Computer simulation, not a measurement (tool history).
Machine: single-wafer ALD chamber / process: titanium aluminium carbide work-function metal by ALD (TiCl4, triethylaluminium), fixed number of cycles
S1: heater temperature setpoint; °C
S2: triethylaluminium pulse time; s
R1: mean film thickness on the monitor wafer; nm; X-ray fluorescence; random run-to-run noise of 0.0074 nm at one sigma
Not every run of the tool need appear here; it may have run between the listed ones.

Run 1, hour 0.0: S1 315 °C, S2 7.78 s. Result: R1 2.1117 nm.
Run 2, hour 5.6: S1 310 °C, S2 7.30 s. Result: R1 2.0283 nm.
Run 3, hour 12.6: S1 301 °C, S2 7.30 s. Result: R1 1.9727 nm.
Run 4, hour 15.6: S1 307 °C, S2 7.30 s. Result: R1 2.0121 nm.
Run 5, hour 17.7: S1 314 °C, S2 7.30 s. Result: R1 2.0742 nm.
Run 6, hour 25.3: S1 318 °C, S2 7.30 s. Result: R1 2.0949 nm.
Run 7, hour 28.0: S1 313 °C, S2 6.88 s. Result: R1 2.0152 nm.

Predict the results of run 8:
Run 8, hour 31.2: S1 313 °C, S2 6.88 s. Result: R1 ?.

Run 8 gave R1 2.0297 nm.

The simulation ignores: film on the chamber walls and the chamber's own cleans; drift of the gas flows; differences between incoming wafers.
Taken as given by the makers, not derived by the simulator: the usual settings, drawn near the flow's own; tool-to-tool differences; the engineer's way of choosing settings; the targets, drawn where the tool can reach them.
